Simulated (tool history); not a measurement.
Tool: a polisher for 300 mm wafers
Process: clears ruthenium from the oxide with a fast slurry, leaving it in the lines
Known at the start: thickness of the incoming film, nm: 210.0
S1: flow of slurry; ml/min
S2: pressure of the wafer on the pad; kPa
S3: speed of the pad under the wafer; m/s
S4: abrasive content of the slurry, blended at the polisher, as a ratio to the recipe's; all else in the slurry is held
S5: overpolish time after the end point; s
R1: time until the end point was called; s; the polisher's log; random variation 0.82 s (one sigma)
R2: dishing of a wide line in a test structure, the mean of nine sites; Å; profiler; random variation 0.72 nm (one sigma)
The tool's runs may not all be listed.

{"run": 1, "day": 0.0, "S1": 275, "S2": 23.4, "S3": 0.78, "S4": 1.0, "S5": 19, "R1": 49.71, "R2": 486.31}
{"run": 2, "day": 0.283, "S1": 275, "S2": 23.4, "S3": 0.62, "S4": 1.0, "S5": 19, "R1": 61.154, "R2": 425.12}
{"run": 3, "day": 0.367, "S1": 305, "S2": 23.4, "S3": 0.62, "S4": 1.0, "S5": 19, "R1": 59.431, "R2": 434.62}
{"run": 4, "day": 0.679, "S1": 305, "S2": 23.4, "S3": 0.62, "S4": 1.0, "S5": 14, "R1": 58.06, "R2": 344.57}
{"run": 5, "day": 0.738, "S1": 295, "S2": 25.5, "S3": 0.64, "S4": 1.0, "S5": 16, "R1": 55.722, "R2": 408.44}
{"run": 6, "day": 0.917, "S1": 290, "S2": 28.3, "S3": 0.66, "S4": 1.0, "S5": 17, "R1": 47.648, "R2": 457.94}

Run 7 comes next. What will it give?
{"run": 7, "day": 0.975, "S1": 285, "S2": 29.0, "S3": 0.66, "S4": 1.0, "S5": 19, "R1": "?", "R2": "?"}

Run 7 gave R1 45.132 s, R2 499.76 Å.
